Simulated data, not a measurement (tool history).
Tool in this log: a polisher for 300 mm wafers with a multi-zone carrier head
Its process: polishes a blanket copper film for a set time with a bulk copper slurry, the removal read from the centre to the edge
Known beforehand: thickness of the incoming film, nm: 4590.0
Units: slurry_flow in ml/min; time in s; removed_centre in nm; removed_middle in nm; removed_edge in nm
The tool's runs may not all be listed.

run	day	slurry_flow	centre_zone	middle_zone	edge_zone	slurry_solids	time	removed_centre	removed_middle	removed_edge
1	0	275	1	1	1	1	45	313.31	312.9	320.81
2	0.179	335	1	1	1	1	45	315.44	313.08	323.03
3	0.212	335	1	1	1	1.15	45	334.75	327.21	338.77
4	0.288	335	0.99	0.96	0.96	0.95	38	262.58	255.06	270.98
5	0.421	330	0.99	0.94	0.93	0.8	33	221.91	210.24	217.8
6	0.675	325	0.96	0.91	0.9	0.7	31	196.64	185.92	202.73
7	0.862	320	0.96	0.93	0.82	0.5	20	116.58	116.64	112.08

Run 8 has not been measured yet. What should we expect?
8	0.896	330	0.97	0.94	0.89	0.5	20	?	?	?

{"run 8": {"removed_centre": 120.34, "removed_middle": 115.49, "removed_edge": 119.3}}
